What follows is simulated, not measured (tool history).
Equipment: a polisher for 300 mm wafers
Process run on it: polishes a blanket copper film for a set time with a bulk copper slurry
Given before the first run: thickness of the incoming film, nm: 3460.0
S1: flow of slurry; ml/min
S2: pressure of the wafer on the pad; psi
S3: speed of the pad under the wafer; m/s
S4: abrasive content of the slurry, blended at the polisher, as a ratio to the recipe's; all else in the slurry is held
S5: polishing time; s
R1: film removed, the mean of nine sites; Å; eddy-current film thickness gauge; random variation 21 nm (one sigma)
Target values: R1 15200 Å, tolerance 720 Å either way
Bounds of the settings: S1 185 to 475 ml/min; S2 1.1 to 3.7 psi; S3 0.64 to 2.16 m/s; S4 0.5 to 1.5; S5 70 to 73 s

| run | hour | S1 | S2 | S3 | S4 | S5 | R1 |
|---|---|---|---|---|---|---|---|
| 1 | 0 | 305 | 2.4 | 1.4 | 1 | 70 | 8342.6 |
| 2 | 2.6 | 305 | 2.4 | 1.4 | 1.15 | 70 | 8664 |
| 3 | 3.8 | 305 | 2.6 | 1.42 | 1.15 | 70 | 9337.4 |
| 4 | 11.4 | 305 | 2.8 | 1.46 | 1.15 | 70 | 9866.1 |
| 5 | 16.4 | 305 | 2.8 | 1.78 | 1.15 | 70 | 12069 |
| 6 | 20.8 | 305 | 2.9 | 1.8 | 1.15 | 70 | 12448 |
| 7 | 29 | 305 | 3.5 | 1.84 | 1.15 | 70 | 14105 |
| 8 | 30.6 | 305 | 3.5 | 1.84 | 1.15 | 70 | 14260 |

Of the 5 settings listed for the next run, only one would bring every result within its allowed miss of target. Which one?
| A | 32.2 | 295 | 3.1 | 1.88 | 1 | 70 | ? |
| B | 32.2 | 370 | 3.3 | 2 | 1.1 | 71 | ? |
| C | 32.2 | 300 | 3.5 | 1.78 | 1.25 | 70 | ? |
| D | 32.2 | 345 | 3.7 | 1.62 | 1.05 | 71 | ? |
| E | 32.2 | 375 | 3.4 | 1.78 | 1.15 | 70 | ? |

| move | R1 |
|---|---|
| A | 13127 |
| B | 15280 |
| C | 14161 |
| D | 13263 |
| E | 13856 |
A: the biggest miss grows against the last run
B: all results land within tolerance of their targets
C: the biggest miss grows against the last run
D: the biggest miss grows against the last run
E: the biggest miss grows against the last run
Go with B: it meets all targets.
